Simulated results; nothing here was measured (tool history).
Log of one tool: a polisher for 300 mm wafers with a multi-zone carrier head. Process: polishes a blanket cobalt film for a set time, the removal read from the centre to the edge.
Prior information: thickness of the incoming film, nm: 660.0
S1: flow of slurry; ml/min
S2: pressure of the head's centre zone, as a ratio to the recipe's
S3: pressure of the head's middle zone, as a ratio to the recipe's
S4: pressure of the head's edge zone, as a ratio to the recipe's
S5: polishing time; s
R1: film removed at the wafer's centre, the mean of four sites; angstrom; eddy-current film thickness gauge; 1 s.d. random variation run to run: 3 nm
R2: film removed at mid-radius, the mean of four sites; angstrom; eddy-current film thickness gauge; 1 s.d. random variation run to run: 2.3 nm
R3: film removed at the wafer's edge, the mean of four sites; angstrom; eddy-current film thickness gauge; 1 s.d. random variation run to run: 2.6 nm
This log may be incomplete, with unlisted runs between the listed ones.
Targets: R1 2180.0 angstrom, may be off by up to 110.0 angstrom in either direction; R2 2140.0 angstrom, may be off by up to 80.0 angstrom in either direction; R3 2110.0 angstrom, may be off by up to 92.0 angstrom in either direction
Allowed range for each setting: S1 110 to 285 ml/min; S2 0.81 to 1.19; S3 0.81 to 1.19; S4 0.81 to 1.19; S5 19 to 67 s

Run 1, hour 0.0: S1 180 ml/min, S2 1.00, S3 1.00, S4 1.00, S5 43 s. Result: R1 2799.5 angstrom, R2 2710.8 angstrom, R3 2586.7 angstrom.
Run 2, hour 1.4: S1 175 ml/min, S2 0.99, S3 0.99, S4 0.99, S5 42 s. Result: R1 2694.7 angstrom, R2 2651.4 angstrom, R3 2538.9 angstrom.
Run 3, hour 8.8: S1 175 ml/min, S2 0.99, S3 0.98, S4 0.98, S5 41 s. Result: R1 2625.6 angstrom, R2 2569.2 angstrom, R3 2452.5 angstrom.
Run 4, hour 9.4: S1 170 ml/min, S2 0.98, S3 0.97, S4 0.97, S5 40 s. Result: R1 2547.2 angstrom, R2 2531.5 angstrom, R3 2344.1 angstrom.
Run 5, hour 9.9: S1 170 ml/min, S2 0.98, S3 0.90, S4 0.97, S5 40 s. Result: R1 2503.8 angstrom, R2 2338.7 angstrom, R3 2409.0 angstrom.
Run 6, hour 12.5: S1 170 ml/min, S2 0.98, S3 0.97, S4 0.97, S5 40 s. Result: R1 2458.5 angstrom, R2 2493.6 angstrom, R3 2410.7 angstrom.
Run 7, hour 13.2: S1 170 ml/min, S2 0.98, S3 0.96, S4 0.96, S5 39 s. Result: R1 2508.4 angstrom, R2 2403.5 angstrom, R3 2360.9 angstrom.
Run 8, hour 15.0: S1 170 ml/min, S2 0.98, S3 0.96, S4 0.96, S5 39 s. Result: R1 2450.8 angstrom, R2 2402.6 angstrom, R3 2288.0 angstrom.
Run 9, hour 19.2: S1 165 ml/min, S2 0.97, S3 0.95, S4 0.95, S5 39 s. Result: R1 2416.1 angstrom, R2 2382.6 angstrom, R3 2287.6 angstrom.
Run 10, hour 20.8: S1 160 ml/min, S2 0.97, S3 0.94, S4 0.94, S5 39 s. Result: R1 2431.2 angstrom, R2 2307.2 angstrom, R3 2289.4 angstrom.
Run 11, hour 25.4: S1 155 ml/min, S2 0.96, S3 0.94, S4 0.93, S5 39 s. Result: R1 2416.7 angstrom, R2 2389.0 angstrom, R3 2234.7 angstrom.
Run 12, hour 29.9: S1 140 ml/min, S2 0.91, S3 0.85, S4 0.95, S5 36 s. Result: R1 2136.6 angstrom, R2 1957.9 angstrom, R3 2100.9 angstrom.
At hour 37.7: centre zone pressure recalibrated.
Run 13, hour 37.7: S1 145 ml/min, S2 0.91, S3 0.86, S4 0.95, S5 36 s. Result: R1 1966.2 angstrom, R2 2021.0 angstrom, R3 2100.4 angstrom.
Run 14, hour 39.1: S1 145 ml/min, S2 1.01, S3 0.89, S4 0.90, S5 38 s. Result: R1 2326.3 angstrom, R2 2140.6 angstrom, R3 2197.3 angstrom.

5 next moves are on the table. One of them brings every result within its allowed miss. Which?
Run A, hour 40.5: S1 160 ml/min, S2 0.93, S3 0.98, S4 0.92, S5 35 s. Result: R1 ?, R2 ?, R3 ?.
Run B, hour 40.5: S1 125 ml/min, S2 0.96, S3 0.82, S4 0.97, S5 40 s. Result: R1 ?, R2 ?, R3 ?.
Run C, hour 40.5: S1 125 ml/min, S2 0.95, S3 0.89, S4 0.89, S5 38 s. Result: R1 ?, R2 ?, R3 ?.
Run D, hour 40.5: S1 205 ml/min, S2 1.02, S3 0.84, S4 0.92, S5 40 s. Result: R1 ?, R2 ?, R3 ?.
Run E, hour 40.5: S1 125 ml/min, S2 0.91, S3 0.84, S4 0.92, S5 40 s. Result: R1 ?, R2 ?, R3 ?.

move      R1      R2      R3
   A  2011.6  2197.8  2027.3
   B  2302.1  2110.4  2335.8
   C  2165.1  2145.0  2129.8
   D  2592.6  2264.7  2364.2
   E  2181.5  2153.2  2277.8
A: carries the result that was furthest off beyond its target, to the other side
B: further off than the last run
C: meets every target
D: further off than the last run
E: brings the result that was furthest off to its target, and leaves another outside
Go with C: it meets all targets.
